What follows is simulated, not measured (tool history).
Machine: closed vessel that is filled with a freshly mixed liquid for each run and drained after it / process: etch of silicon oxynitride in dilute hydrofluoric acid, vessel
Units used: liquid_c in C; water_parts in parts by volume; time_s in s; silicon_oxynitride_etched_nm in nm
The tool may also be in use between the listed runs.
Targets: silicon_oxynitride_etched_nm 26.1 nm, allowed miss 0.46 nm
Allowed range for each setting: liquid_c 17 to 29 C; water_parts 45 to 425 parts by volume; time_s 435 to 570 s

run  hour  liquid_c  water_parts  time_s  silicon_oxynitride_etched_nm
  1     0        21          235     570                        8.1749
  2   4.6        23          200     570                        10.765
  3   7.7        23          155     570                         14.38
  4    11        21          155     570                        13.079
  5  15.1        21          155     435                        9.9921
  6  16.1        24          155     435                        11.569
  7  22.9        25          130     450                        15.183
  8  24.5        26          115     450                        18.205
  9  28.6      26.5          110     450                        19.572
 10  32.6        27          105     450                        21.063
 11  39.8      27.5          100     450                         22.68
 12    47        28          100     450                         23.28
     49.6  -- hydrofluoric acid flow meter replaced
 13  49.6      28.5           95     450                        28.208
 14  51.6        28           95     450                        27.625
 15  53.8      27.5           95     450                        27.101

Which one of the following 4 next-run settings gets every result inside its allowed miss? There is exactly one.
  A    56        29          125     530                             ?
  B    56      27.5          105     500                             ?
  C    56      27.5           95     435                             ?
  D    56        27           95     485                             ?

move  silicon_oxynitride_etched_nm
   A                        25.036
   B                        26.783
   C                        25.997
   D                        28.325
A: the result that was furthest off in the last run now lies on the other side of its target
B: gains on the last run, yet a result remains outside its allowed miss
C: in spec on every target
D: further off than the last run
Move C is the one to make.
